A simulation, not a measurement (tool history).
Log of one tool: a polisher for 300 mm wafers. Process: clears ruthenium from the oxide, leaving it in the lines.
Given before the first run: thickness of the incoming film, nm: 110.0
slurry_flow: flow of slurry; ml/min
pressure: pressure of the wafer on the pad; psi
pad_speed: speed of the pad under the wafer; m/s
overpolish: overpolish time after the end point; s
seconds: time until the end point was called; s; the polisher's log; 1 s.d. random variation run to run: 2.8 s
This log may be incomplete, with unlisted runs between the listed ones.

| run | day | slurry_flow | pressure | pad_speed | overpolish | seconds |
|---|---|---|---|---|---|---|
| 1 | 0 | 240 | 1.9 | 1.08 | 8 | 84.502 |
| 2 | 0.167 | 240 | 2.4 | 1.08 | 8 | 66.32 |
| 3 | 0.542 | 240 | 2.2 | 1.04 | 8 | 74.381 |
| 4 | 0.871 | 240 | 2 | 1 | 8 | 84.524 |
| 5 | 1.2 | 240 | 2 | 1 | 8 | 85.974 |
| 6 | 1.238 | 285 | 2 | 1 | 8 | 84.388 |
| 7 | 1.521 | 285 | 1.9 | 0.98 | 8 | 88.551 |
| 8 | 1.75 | 285 | 1.8 | 0.96 | 8 | 92.432 |

Estimate the outcome of run 9 from the log above:
| 9 | 1.808 | 275 | 1.2 | 0.66 | 8 | ? |

seconds: 194.29 s
